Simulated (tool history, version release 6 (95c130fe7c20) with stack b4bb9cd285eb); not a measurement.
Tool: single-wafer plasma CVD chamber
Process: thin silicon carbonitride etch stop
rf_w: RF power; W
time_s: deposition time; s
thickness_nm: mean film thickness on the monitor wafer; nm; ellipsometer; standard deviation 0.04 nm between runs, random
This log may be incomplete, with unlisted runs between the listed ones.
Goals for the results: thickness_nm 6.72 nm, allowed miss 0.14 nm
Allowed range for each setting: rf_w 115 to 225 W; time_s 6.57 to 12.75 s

{"run": 1, "hour": 0.0, "rf_w": 170, "time_s": 9.66, "thickness_nm": 5.3698}
{"run": 2, "hour": 6.8, "rf_w": 175, "time_s": 9.88, "thickness_nm": 5.4912}
{"run": 3, "hour": 10.2, "rf_w": 160, "time_s": 9.88, "thickness_nm": 5.4259}
{"run": 4, "hour": 17.9, "rf_w": 170, "time_s": 9.88, "thickness_nm": 5.4833}
{"run": 5, "hour": 21.2, "rf_w": 150, "time_s": 9.88, "thickness_nm": 5.3103}
{"run": 6, "hour": 24.8, "rf_w": 150, "time_s": 8.82, "thickness_nm": 4.7553}
{"run": 7, "hour": 32.8, "rf_w": 155, "time_s": 9.2, "thickness_nm": 4.9785}
{"run": 8, "hour": 34.5, "rf_w": 160, "time_s": 9.52, "thickness_nm": 5.2258}
{"run": 9, "hour": 37.9, "rf_w": 165, "time_s": 9.8, "thickness_nm": 5.3951}
{"run": 10, "hour": 39.5, "rf_w": 170, "time_s": 10.04, "thickness_nm": 5.5807}

4 next moves are on the table. One of them brings every result within its allowed miss. Which?
{"run": "A", "hour": 41.1, "rf_w": 170, "time_s": 12.15, "thickness_nm": "?"}
{"run": "B", "hour": 41.1, "rf_w": 180, "time_s": 9.27, "thickness_nm": "?"}
{"run": "C", "hour": 41.1, "rf_w": 180, "time_s": 12.4, "thickness_nm": "?"}
{"run": "D", "hour": 41.1, "rf_w": 175, "time_s": 12.63, "thickness_nm": "?"}

move=A thickness_nm=6.7142
move=B thickness_nm=5.1931
move=C thickness_nm=6.9465
move=D thickness_nm=7.0278
A: each result inside its tolerance
B: the biggest miss grows against the last run
C: takes the biggest miss from the last run beyond its target
D: takes the biggest miss from the last run beyond its target
So the answer is move A, the one that meets all the targets.
